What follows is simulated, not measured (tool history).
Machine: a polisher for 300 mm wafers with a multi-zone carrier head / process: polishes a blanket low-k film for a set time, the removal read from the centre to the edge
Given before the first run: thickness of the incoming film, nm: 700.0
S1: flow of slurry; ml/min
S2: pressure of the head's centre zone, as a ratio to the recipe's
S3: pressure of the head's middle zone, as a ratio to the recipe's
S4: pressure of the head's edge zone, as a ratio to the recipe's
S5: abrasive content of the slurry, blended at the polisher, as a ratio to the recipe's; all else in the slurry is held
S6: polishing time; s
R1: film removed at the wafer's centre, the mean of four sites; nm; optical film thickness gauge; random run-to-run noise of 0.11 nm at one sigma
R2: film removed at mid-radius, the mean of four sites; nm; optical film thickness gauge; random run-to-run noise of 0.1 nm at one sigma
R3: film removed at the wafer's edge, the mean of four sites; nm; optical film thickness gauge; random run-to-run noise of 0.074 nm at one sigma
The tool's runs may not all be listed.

run    day   S1    S2    S3    S4    S5  S6      R1      R2      R3
  1      0  185     1     1     1     1  33  14.744  14.574  14.625
  2  0.279  180  0.98  0.98  0.97   0.9  33  13.715  13.622  13.513
  3  0.358  180  0.98  0.98  0.97   0.9  38  15.534  15.566  15.855
  4  0.471  145  0.98  0.98  0.97   0.9  38   14.98  14.939  15.241
  5   0.55  145  1.06  0.98  0.97   0.9  38  16.362  14.982  15.123
  6  0.638  145  1.06  0.98  0.89   0.9  38  16.198  15.014  14.547
  7      1  140  1.03  0.96  0.88   0.8  37  14.411  13.083  13.144
  8  1.254  140     1  0.96  0.87  0.75  37  13.052  12.649  12.541
  9  1.392  140  0.99  0.95  0.86   0.7  37  12.493  11.709  11.891
 10  1.462  140  0.97  0.95  0.85  0.65  37   11.63  11.127  10.904
 11  1.729  135  0.95  0.94  0.85  0.65  37   10.92   11.11  11.143
 12  1.908  130  0.95  0.91  0.83   0.5  36  8.4114  8.0436   8.296
 13  2.275  130  0.95  0.91  0.83   0.5  36  8.5105  8.2145  8.2485
 14    2.5  150  0.94  0.92  0.86   0.5  36  8.7537  8.4792  8.6659

Estimate the outcome of run 15 from the log above:
 15  2.612  165  0.93  0.93  0.88  0.5  36   ?   ?   ?

R1: 8.6408 nm
R2: 8.6504 nm
R3: 8.6874 nm
